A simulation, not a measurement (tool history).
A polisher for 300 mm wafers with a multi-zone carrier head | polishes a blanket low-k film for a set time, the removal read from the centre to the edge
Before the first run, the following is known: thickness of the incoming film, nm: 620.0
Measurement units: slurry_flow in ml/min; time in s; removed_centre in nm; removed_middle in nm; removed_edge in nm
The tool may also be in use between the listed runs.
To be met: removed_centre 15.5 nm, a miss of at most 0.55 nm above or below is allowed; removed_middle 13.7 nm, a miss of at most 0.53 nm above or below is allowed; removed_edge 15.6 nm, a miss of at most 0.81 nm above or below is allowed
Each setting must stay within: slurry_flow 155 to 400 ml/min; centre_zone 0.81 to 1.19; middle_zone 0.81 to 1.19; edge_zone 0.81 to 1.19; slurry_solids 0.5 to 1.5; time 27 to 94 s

Run 1, hour 0: slurry_flow 255 ml/min, centre_zone 1, middle_zone 1, edge_zone 1, slurry_solids 1, time 60 s. Result: removed_centre 32.53 nm, removed_middle 31.852 nm, removed_edge 31.979 nm.
Run 2, hour 3.7: slurry_flow 250 ml/min, centre_zone 0.99, middle_zone 0.97, edge_zone 0.99, slurry_solids 0.9, time 55 s. Result: removed_centre 26.847 nm, removed_middle 26.015 nm, removed_edge 27.316 nm.
Run 3, hour 8.3: slurry_flow 250 ml/min, centre_zone 0.99, middle_zone 0.95, edge_zone 0.96, slurry_solids 0.8, time 52 s. Result: removed_centre 23.112 nm, removed_middle 21.664 nm, removed_edge 22.55 nm.
Run 4, hour 10: slurry_flow 250 ml/min, centre_zone 0.99, middle_zone 0.95, edge_zone 0.96, slurry_solids 0.8, time 61 s. Result: removed_centre 27.167 nm, removed_middle 25.266 nm, removed_edge 27.211 nm.
Run 5, hour 15.9: slurry_flow 250 ml/min, centre_zone 0.99, middle_zone 0.89, edge_zone 0.96, slurry_solids 0.8, time 61 s. Result: removed_centre 26.999 nm, removed_middle 24.212 nm, removed_edge 26.918 nm.
Run 6, hour 21.7: slurry_flow 245 ml/min, centre_zone 0.98, middle_zone 0.88, edge_zone 0.94, slurry_solids 0.75, time 59 s. Result: removed_centre 24.046 nm, removed_middle 21.891 nm, removed_edge 24.504 nm.
Run 7, hour 23.5: slurry_flow 230 ml/min, centre_zone 0.99, middle_zone 0.81, edge_zone 0.84, slurry_solids 0.5, time 45 s. Result: removed_centre 9.8607 nm, removed_middle 8.1497 nm, removed_edge 9.4492 nm.
Run 8, hour 25.2: slurry_flow 240 ml/min, centre_zone 1, middle_zone 0.83, edge_zone 0.88, slurry_solids 0.5, time 44 s. Result: removed_centre 9.7317 nm, removed_middle 8.1911 nm, removed_edge 9.4544 nm.
Run 9, hour 34: slurry_flow 235 ml/min, centre_zone 1.02, middle_zone 0.86, edge_zone 0.94, slurry_solids 0.5, time 44 s. Result: removed_centre 9.7968 nm, removed_middle 8.4605 nm, removed_edge 9.5649 nm.
Run 10, hour 42.3: slurry_flow 260 ml/min, centre_zone 1.02, middle_zone 0.86, edge_zone 0.96, slurry_solids 0.55, time 44 s. Result: removed_centre 12.249 nm, removed_middle 10.482 nm, removed_edge 11.918 nm.
Run 11, hour 44.5: slurry_flow 330 ml/min, centre_zone 0.97, middle_zone 0.86, edge_zone 0.99, slurry_solids 0.55, time 44 s. Result: removed_centre 11.95 nm, removed_middle 10.663 nm, removed_edge 12.1 nm.
Run 12, hour 50.6: slurry_flow 275 ml/min, centre_zone 1.05, middle_zone 0.93, edge_zone 1.09, slurry_solids 0.8, time 45 s. Result: removed_centre 20.44 nm, removed_middle 18.726 nm, removed_edge 21.258 nm.
Run 13, hour 53.6: slurry_flow 270 ml/min, centre_zone 1.03, middle_zone 0.91, edge_zone 1.06, slurry_solids 0.8, time 45 s. Result: removed_centre 20.34 nm, removed_middle 18.374 nm, removed_edge 21.151 nm.
Run 14, hour 54.6: slurry_flow 270 ml/min, centre_zone 1.03, middle_zone 0.91, edge_zone 1.06, slurry_solids 0.8, time 45 s. Result: removed_centre 20.549 nm, removed_middle 18.013 nm, removed_edge 20.875 nm.
Run 15, hour 59.3: slurry_flow 270 ml/min, centre_zone 1.03, middle_zone 0.91, edge_zone 1.06, slurry_solids 0.8, time 45 s. Result: removed_centre 20.393 nm, removed_middle 18.465 nm, removed_edge 20.161 nm.
Run 16, hour 63.1: slurry_flow 265 ml/min, centre_zone 1.01, middle_zone 0.89, edge_zone 1.04, slurry_solids 0.75, time 46 s. Result: removed_centre 19.452 nm, removed_middle 16.838 nm, removed_edge 19.701 nm.
Run 17, hour 68.8: slurry_flow 270 ml/min, centre_zone 1.02, middle_zone 0.89, edge_zone 1.03, slurry_solids 0.75, time 46 s. Result: removed_centre 19.382 nm, removed_middle 17.154 nm, removed_edge 19.547 nm.
Run 18, hour 74: slurry_flow 260 ml/min, centre_zone 1.01, middle_zone 0.88, edge_zone 1.01, slurry_solids 0.75, time 46 s. Result: removed_centre 19.108 nm, removed_middle 17.046 nm, removed_edge 19.525 nm.
Run 19, hour 82.5: slurry_flow 240 ml/min, centre_zone 1.01, middle_zone 0.88, edge_zone 1, slurry_solids 0.75, time 46 s. Result: removed_centre 19.259 nm, removed_middle 16.738 nm, removed_edge 19.605 nm.
Run 20, hour 89.2: slurry_flow 240 ml/min, centre_zone 1.01, middle_zone 0.88, edge_zone 0.99, slurry_solids 0.75, time 46 s. Result: removed_centre 19.001 nm, removed_middle 16.897 nm, removed_edge 19.235 nm.
Run 21, hour 96.4: slurry_flow 225 ml/min, centre_zone 0.98, middle_zone 0.81, edge_zone 0.91, slurry_solids 0.5, time 43 s. Result: removed_centre 9.3477 nm, removed_middle 8.0278 nm, removed_edge 9.3353 nm.
Run 22, hour 104.4: slurry_flow 245 ml/min, centre_zone 1, middle_zone 0.83, edge_zone 0.96, slurry_solids 0.5, time 43 s. Result: removed_centre 9.5103 nm, removed_middle 8.0129 nm, removed_edge 9.4593 nm.
Run 23, hour 108.4: slurry_flow 265 ml/min, centre_zone 1.01, middle_zone 0.85, edge_zone 0.99, slurry_solids 0.5, time 43 s. Result: removed_centre 9.805 nm, removed_middle 8.3008 nm, removed_edge 10.106 nm.
Run 24, hour 112.8: slurry_flow 265 ml/min, centre_zone 1.01, middle_zone 0.85, edge_zone 0.99, slurry_solids 0.5, time 43 s. Result: removed_centre 9.682 nm, removed_middle 8.4899 nm, removed_edge 9.9299 nm.
Run 25, hour 116.1: slurry_flow 280 ml/min, centre_zone 1.02, middle_zone 0.86, edge_zone 1.01, slurry_solids 0.55, time 43 s. Result: removed_centre 12.01 nm, removed_middle 10.261 nm, removed_edge 12.172 nm.
Run 26, hour 121.3: slurry_flow 280 ml/min, centre_zone 1.02, middle_zone 0.86, edge_zone 1.01, slurry_solids 0.55, time 43 s. Result: removed_centre 12.044 nm, removed_middle 10.161 nm, removed_edge 12.139 nm.

Pick the move, out of 4, that brings all results within their allowed miss; only one does.
Run A, hour 126.5: slurry_flow 245 ml/min, centre_zone 1.05, middle_zone 0.91, edge_zone 1.03, slurry_solids 0.55, time 55 s. Result: removed_centre ?, removed_middle ?, removed_edge ?.
Run B, hour 126.5: slurry_flow 290 ml/min, centre_zone 0.9, middle_zone 1.05, edge_zone 0.9, slurry_solids 0.6, time 29 s. Result: removed_centre ?, removed_middle ?, removed_edge ?.
Run C, hour 126.5: slurry_flow 305 ml/min, centre_zone 1, middle_zone 1.01, edge_zone 0.92, slurry_solids 0.85, time 33 s. Result: removed_centre ?, removed_middle ?, removed_edge ?.
Run D, hour 126.5: slurry_flow 240 ml/min, centre_zone 0.81, middle_zone 0.87, edge_zone 1.15, slurry_solids 0.5, time 57 s. Result: removed_centre ?, removed_middle ?, removed_edge ?.

move  removed_centre  removed_middle  removed_edge
   A          15.466          13.417        15.225
   B          8.7064           9.383        8.7976
   C          15.813          15.414        15.085
   D           11.17          11.002        13.703
A: all results land within tolerance of their targets
B: misses by more than the last run did
C: moves the result that the last run missed by most past its target, out the other side
D: misses by more than the last run did
Answer: A
